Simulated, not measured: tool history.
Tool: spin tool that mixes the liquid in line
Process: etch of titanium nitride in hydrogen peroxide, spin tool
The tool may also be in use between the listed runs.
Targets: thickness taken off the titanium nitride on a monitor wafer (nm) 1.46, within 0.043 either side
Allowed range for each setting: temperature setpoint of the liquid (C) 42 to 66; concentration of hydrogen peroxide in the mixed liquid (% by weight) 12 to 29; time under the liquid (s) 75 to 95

run,hour,temperature setpoint of the liquid (C),concentration of hydrogen peroxide in the mixed liquid (% by weight),time under the liquid (s),thickness taken off the titanium nitride on a monitor wafer (nm)
1,0,58,19.5,95,3.8453
2,6.3,61,19.5,95,4.7336
3,12.1,57.5,19.5,95,3.7387
4,20.6,55,19.5,95,3.1414
5,23.4,53,19.5,95,2.7389
6,27.9,47,19.5,95,1.7632
7,33,46.5,19.5,95,1.699
8,34.2,46,19.5,95,1.6341
9,35.4,45.5,19.5,95,1.5521

Exactly one of the 5 candidate moves below puts every result within its allowed miss. Which one?
A,36.6,44.5,18,95,?
B,36.6,46,19.5,95,?
C,36.6,46,20.5,95,?
D,36.6,47,17.5,95,?
E,36.6,47,18.5,90,?

move,thickness taken off the titanium nitride on a monitor wafer (nm)
A,1.4718
B,1.6739
C,1.692
D,1.7611
E,1.6883
A: meets every target
B: its largest miss is bigger than the last run's
C: its largest miss is bigger than the last run's
D: its largest miss is bigger than the last run's
E: its largest miss is bigger than the last run's
The move that meets every target is A.
